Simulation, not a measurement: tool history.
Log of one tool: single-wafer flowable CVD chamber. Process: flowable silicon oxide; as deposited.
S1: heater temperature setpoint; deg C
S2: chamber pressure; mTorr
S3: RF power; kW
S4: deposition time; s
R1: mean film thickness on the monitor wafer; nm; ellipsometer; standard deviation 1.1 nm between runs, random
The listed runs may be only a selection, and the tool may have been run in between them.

| run | day | S1 | S2 | S3 | S4 | R1 |
|---|---|---|---|---|---|---|
| 1 | 0.000 | 90 | 957 | 2.315 | 366 | 410.51 |
| 2 | 0.150 | 85 | 957 | 2.315 | 366 | 486.46 |
| 3 | 0.483 | 80 | 957 | 2.315 | 366 | 576.39 |
| 4 | 0.629 | 80 | 957 | 2.190 | 366 | 568.69 |
| 5 | 0.833 | 80 | 957 | 2.080 | 366 | 568.69 |
| 6 | 0.979 | 85 | 957 | 2.080 | 366 | 480.17 |
| 7 | 1.258 | 88 | 957 | 2.080 | 366 | 432.73 |

For run 8, what comes out?
| 8 | 1.479 | 94 | 957 | 2.080 | 366 | ? |

Run 8 gave R1 346.69 nm.
